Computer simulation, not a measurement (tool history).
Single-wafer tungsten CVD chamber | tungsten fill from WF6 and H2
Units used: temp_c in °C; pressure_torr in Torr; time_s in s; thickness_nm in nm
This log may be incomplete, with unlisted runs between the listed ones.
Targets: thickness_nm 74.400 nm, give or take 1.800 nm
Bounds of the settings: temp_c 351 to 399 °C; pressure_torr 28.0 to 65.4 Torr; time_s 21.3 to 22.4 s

run	day	temp_c	pressure_torr	time_s	thickness_nm
1	0.000	375	46.7	22.4	49.681
2	0.125	379	46.9	22.4	53.925
3	0.421	382	47.1	22.4	57.490
4	0.612	374	47.1	22.4	48.935
5	0.746	378	47.3	22.4	53.086
6	0.804	381	47.5	22.4	56.302
7	1.150	384	47.7	22.4	60.123
8	1.400	386	47.8	22.4	62.464
9	1.633	388	47.9	22.4	64.879
10	1.700	389	48.0	22.4	66.014
11	1.833	390	48.1	22.4	67.640
12	2.100	391	48.2	22.4	68.434
13	2.250	392	48.3	22.4	70.081
14	2.504	393	48.3	22.4	71.560

Consider the 4 candidate settings below. Which is the only one whose results all fall within their allowed miss of target?
A	2.758	385	59.2	22.4	?
B	2.758	390	49.0	21.8	?
C	2.758	388	54.4	21.3	?
D	2.758	395	53.3	21.4	?

move	thickness_nm
A	67.157
B	66.170
C	65.176
D	73.969
A: moves away from the targets compared with the last run
B: moves away from the targets compared with the last run
C: moves away from the targets compared with the last run
D: all results land within tolerance of their targets
The right move is D.
